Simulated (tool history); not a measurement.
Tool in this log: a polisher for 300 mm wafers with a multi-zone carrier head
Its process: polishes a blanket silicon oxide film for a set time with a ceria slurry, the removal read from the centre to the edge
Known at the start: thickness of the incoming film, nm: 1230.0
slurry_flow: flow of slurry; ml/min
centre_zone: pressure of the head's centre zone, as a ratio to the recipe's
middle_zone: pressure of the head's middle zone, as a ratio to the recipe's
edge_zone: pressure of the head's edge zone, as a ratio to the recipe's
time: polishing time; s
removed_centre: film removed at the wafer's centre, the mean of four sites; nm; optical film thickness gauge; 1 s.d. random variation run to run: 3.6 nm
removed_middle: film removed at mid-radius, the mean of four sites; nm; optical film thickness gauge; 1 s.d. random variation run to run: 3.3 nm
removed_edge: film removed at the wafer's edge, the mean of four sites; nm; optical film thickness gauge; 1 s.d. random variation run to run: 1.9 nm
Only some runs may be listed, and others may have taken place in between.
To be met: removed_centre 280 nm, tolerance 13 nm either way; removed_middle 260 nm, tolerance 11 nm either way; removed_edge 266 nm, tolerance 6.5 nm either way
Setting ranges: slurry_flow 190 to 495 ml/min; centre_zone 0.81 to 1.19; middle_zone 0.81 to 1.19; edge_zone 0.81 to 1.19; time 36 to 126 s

run,hour,slurry_flow,centre_zone,middle_zone,edge_zone,time,removed_centre,removed_middle,removed_edge
1,0,320,1,1,1,81,304.37,289.58,304.83
2,3.5,320,1,1,1,95,359.23,343.28,363
3,6.9,320,1,0.99,0.98,92,341.31,331.61,344.87
4,13.8,265,1,0.99,0.98,92,327.82,323.37,338.74
5,16.8,265,1.01,0.98,0.96,90,324.66,312.02,324.82
6,17.8,260,1.01,0.97,0.94,88,312.4,304.19,313.51
7,22.2,260,1.01,0.96,0.92,87,321.5,297.87,310.82
8,25.9,255,1.01,0.96,0.91,85,317.1,297.33,297.49
9,30.4,250,1,0.95,0.9,84,302.63,282.88,292.98
10,38.3,245,1,0.95,0.89,83,292.79,279.57,287.4
11,46,240,1,0.94,0.88,82,290.15,269.5,280.89
12,54.9,235,1,0.94,0.87,82,290.89,277.82,282.36
13,57.3,230,1,0.93,0.86,81,284.16,269.99,278.13
14,58.5,230,1,0.93,0.85,81,286.65,271.18,275.54
15,59.1,225,1,0.93,0.85,81,287.18,267.97,275.19

4 candidate next runs follow, results not yet known. Just one meets every target within its allowed miss. Identify it.
A,59.7,255,1,0.93,0.84,78,?,?,?
B,59.7,250,1.04,0.83,0.85,83,?,?,?
C,59.7,200,1.05,0.85,0.92,83,?,?,?
D,59.7,235,0.98,0.87,0.91,82,?,?,?

move,removed_centre,removed_middle,removed_edge
A,280.34,262.2,268.92
B,309.04,253.28,287.51
C,300.99,250,290.86
D,285.36,258.03,291.03
A: every result within its allowed miss
B: further off than the last run
C: further off than the last run
D: further off than the last run
The move that meets every target is A.
